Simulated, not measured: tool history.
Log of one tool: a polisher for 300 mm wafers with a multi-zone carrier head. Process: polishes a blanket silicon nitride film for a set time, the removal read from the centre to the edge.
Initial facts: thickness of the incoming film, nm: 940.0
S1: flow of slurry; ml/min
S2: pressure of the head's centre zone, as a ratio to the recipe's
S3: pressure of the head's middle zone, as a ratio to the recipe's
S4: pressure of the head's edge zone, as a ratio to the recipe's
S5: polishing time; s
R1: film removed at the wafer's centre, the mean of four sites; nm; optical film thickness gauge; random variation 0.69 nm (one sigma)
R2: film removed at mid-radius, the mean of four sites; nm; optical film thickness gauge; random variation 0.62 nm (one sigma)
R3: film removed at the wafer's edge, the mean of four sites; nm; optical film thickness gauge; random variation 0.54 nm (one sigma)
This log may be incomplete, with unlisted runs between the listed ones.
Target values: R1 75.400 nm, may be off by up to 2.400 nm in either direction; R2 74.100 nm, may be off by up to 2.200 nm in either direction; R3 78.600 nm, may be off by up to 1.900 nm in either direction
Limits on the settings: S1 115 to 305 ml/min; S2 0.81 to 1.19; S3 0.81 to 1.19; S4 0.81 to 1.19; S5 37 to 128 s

run	hour	S1	S2	S3	S4	S5	R1	R2	R3
1	0.0	195	1.00	1.00	1.00	82	107.780	106.930	108.680
2	5.8	150	1.00	1.00	1.00	82	102.440	103.070	105.240
3	14.5	150	1.00	1.05	1.00	82	102.570	106.130	106.190
4	15.9	145	0.99	1.02	0.99	79	94.501	98.469	100.860
5	18.0	150	0.99	1.00	0.97	77	94.670	95.301	99.399
6	23.8	150	0.99	1.00	0.89	77	95.450	93.654	93.558
7	29.0	150	0.98	0.99	0.88	75	91.583	92.160	91.930
8	31.6	150	0.98	0.98	0.87	73	90.846	89.073	87.473
9	37.7	120	0.88	0.88	0.83	69	69.943	73.209	79.246
10	46.2	125	0.89	0.88	0.83	69	73.272	74.131	78.390

Which one of the following 4 next-run settings gets every result inside its allowed miss? There is exactly one.
A	54.7	115	0.85	0.92	0.85	70	?	?	?
B	54.7	120	0.90	0.93	0.81	68	?	?	?
C	54.7	125	0.92	0.88	0.81	69	?	?	?
D	54.7	115	0.92	0.93	0.92	67	?	?	?

move	R1	R2	R3
A	67.781	75.686	79.728
B	70.788	75.125	76.477
C	74.396	73.651	78.278
D	70.272	73.064	79.099
A: moves away from the targets compared with the last run
B: moves away from the targets compared with the last run
C: hits every target within its allowed miss
D: moves away from the targets compared with the last run
Answer: C
